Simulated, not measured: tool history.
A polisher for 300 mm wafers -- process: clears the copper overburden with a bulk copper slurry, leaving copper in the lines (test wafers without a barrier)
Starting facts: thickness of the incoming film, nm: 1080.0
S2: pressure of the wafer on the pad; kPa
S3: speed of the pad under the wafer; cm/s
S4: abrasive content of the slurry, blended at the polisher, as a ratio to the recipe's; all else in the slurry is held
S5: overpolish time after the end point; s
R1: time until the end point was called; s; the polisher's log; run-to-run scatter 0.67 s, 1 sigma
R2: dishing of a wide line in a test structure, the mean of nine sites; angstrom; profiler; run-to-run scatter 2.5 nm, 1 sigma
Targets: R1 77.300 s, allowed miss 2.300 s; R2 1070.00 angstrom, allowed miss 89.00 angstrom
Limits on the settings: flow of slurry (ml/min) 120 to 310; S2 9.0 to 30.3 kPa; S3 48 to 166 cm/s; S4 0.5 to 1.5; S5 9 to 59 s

run 1 day=0.000 | flow_of_slurry_(ml/min)=200 S2=19.3 S3=106 S4=1.0 S5=30 | R1=103.430 R2=950.59
run 2 day=0.142 | flow_of_slurry_(ml/min)=235 S2=19.3 S3=106 S4=1.0 S5=30 | R1=102.800 R2=994.19
run 3 day=0.492 | flow_of_slurry_(ml/min)=205 S2=19.3 S3=106 S4=1.0 S5=30 | R1=105.550 R2=950.35
run 4 day=0.542 | flow_of_slurry_(ml/min)=215 S2=20.7 S3=106 S4=1.0 S5=29 | R1=97.319 R2=1010.90
run 5 day=0.842 | flow_of_slurry_(ml/min)=215 S2=22.1 S3=106 S4=1.0 S5=26 | R1=91.805 R2=1019.90
run 6 day=0.992 | flow_of_slurry_(ml/min)=215 S2=22.1 S3=84 S4=1.0 S5=26 | R1=112.790 R2=976.87
run 7 day=1.354 | flow_of_slurry_(ml/min)=210 S2=24.1 S3=86 S4=1.0 S5=22 | R1=103.030 R2=923.01
run 8 day=1.612 | flow_of_slurry_(ml/min)=215 S2=26.2 S3=86 S4=1.0 S5=22 | R1=94.617 R2=946.80
run 9 day=1.829 | flow_of_slurry_(ml/min)=220 S2=27.6 S3=86 S4=1.0 S5=24 | R1=89.649 R2=1015.70
run 10 day=2.062 | flow_of_slurry_(ml/min)=220 S2=28.3 S3=88 S4=1.0 S5=24 | R1=85.130 R2=1060.70
run 11 day=2.142 | flow_of_slurry_(ml/min)=220 S2=29.0 S3=88 S4=1.0 S5=23 | R1=83.953 R2=1013.70
run 12 day=2.496 | flow_of_slurry_(ml/min)=220 S2=29.6 S3=88 S4=1.0 S5=24 | R1=82.030 R2=1076.00
run 13 day=2.783 | flow_of_slurry_(ml/min)=225 S2=29.6 S3=88 S4=1.0 S5=23 | R1=82.216 R2=1058.50
run 14 day=3.012 | flow_of_slurry_(ml/min)=225 S2=29.6 S3=90 S4=1.0 S5=23 | R1=79.716 R2=1023.60

Which single option among these 4 for the next run brings every result within its allowed miss of target? Just one does.
run A day=3.242 | flow_of_slurry_(ml/min)=195 S2=29.0 S3=92 S4=1.0 S5=16 | R1=? R2=?
run B day=3.242 | flow_of_slurry_(ml/min)=210 S2=29.0 S3=100 S4=1.1 S5=14 | R1=? R2=?
run C day=3.242 | flow_of_slurry_(ml/min)=125 S2=30.3 S3=104 S4=0.9 S5=26 | R1=? R2=?
run D day=3.242 | flow_of_slurry_(ml/min)=245 S2=29.0 S3=104 S4=1.0 S5=11 | R1=? R2=?

move=A R1=82.737 R2=891.82
move=B R1=74.071 R2=882.28
move=C R1=78.132 R2=1089.50
move=D R1=71.337 R2=794.78
A: the biggest miss grows against the last run
B: carries the result that was furthest off beyond its target, to the other side
C: in spec on every target
D: carries the result that was furthest off beyond its target, to the other side
Go with C: it meets all targets.
